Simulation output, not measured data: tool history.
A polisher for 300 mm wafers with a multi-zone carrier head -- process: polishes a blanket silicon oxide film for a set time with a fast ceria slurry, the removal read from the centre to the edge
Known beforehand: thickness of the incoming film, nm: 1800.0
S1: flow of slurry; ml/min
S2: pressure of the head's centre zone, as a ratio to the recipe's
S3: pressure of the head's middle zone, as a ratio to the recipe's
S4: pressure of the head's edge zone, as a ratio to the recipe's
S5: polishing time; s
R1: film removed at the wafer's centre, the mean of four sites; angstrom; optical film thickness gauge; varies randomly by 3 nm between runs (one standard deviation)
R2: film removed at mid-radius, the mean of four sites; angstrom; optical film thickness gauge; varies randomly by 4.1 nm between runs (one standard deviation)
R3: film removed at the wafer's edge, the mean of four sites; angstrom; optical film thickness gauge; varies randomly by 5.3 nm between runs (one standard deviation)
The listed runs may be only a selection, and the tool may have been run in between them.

run  hour   S1    S2    S3    S4  S5      R1      R2      R3
  1     0  125     1     1     1  48  5525.1  5654.8  5812.3
  2   2.7  120  0.99  0.99     1  48  5477.8    5555    5900
  3   4.8  120  0.99  0.99  1.08  48  5494.7  5593.6  6004.8
  4   6.2  120  0.93  0.99  1.08  48  5156.7  5449.8  6089.3
  5  10.9  105  0.93  0.99  1.08  48  4901.1  5387.7  5806.3
  6  12.5  105  0.93  1.02  1.08  48  4876.9  5416.7    5822
  7  19.8   75  0.93  0.95  1.04  47  4243.9  4498.4  5187.6

Predict the results of run 8:
  8  26.1  80  0.93  0.95  1.04  47   ?   ?   ?

Run 8 came out at R1 4310.9 angstrom, R2 4607.8 angstrom, R3 5289.3 angstrom.
